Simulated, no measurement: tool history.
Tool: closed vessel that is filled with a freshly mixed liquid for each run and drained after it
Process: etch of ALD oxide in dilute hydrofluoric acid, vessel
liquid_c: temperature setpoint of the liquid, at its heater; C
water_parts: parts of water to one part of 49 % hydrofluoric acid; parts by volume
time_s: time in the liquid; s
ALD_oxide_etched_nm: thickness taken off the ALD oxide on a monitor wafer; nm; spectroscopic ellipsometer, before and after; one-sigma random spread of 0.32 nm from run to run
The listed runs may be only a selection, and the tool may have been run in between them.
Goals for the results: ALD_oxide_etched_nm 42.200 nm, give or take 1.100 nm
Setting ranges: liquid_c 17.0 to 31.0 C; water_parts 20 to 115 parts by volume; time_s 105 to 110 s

run,hour,liquid_c,water_parts,time_s,ALD_oxide_etched_nm
1,0.0,23.0,65,105,34.737
2,8.8,24.0,65,105,37.115
3,16.5,24.0,65,105,36.249
4,25.0,24.0,65,110,38.708
5,31.2,24.0,65,110,38.623
6,34.5,24.0,65,110,38.298
7,38.8,24.5,65,110,38.713
8,45.7,25.0,65,110,39.604
9,47.6,25.0,65,110,40.129
10,53.4,25.0,65,110,40.398
11,57.6,25.5,65,110,40.980

Exercise: of the 4 proposed moves below, exactly one satisfies all targets within the stated allowed misses. Which move is it?
A,61.8,24.0,60,105,?
B,61.8,26.5,65,110,?
C,61.8,28.5,70,105,?
D,61.8,25.0,65,110,?

move,ALD_oxide_etched_nm
A,40.331
B,42.851
C,40.809
D,40.350
A: its largest miss is bigger than the last run's
B: hits every target within its allowed miss
C: its largest miss is bigger than the last run's
D: its largest miss is bigger than the last run's
Move B is the one to make.
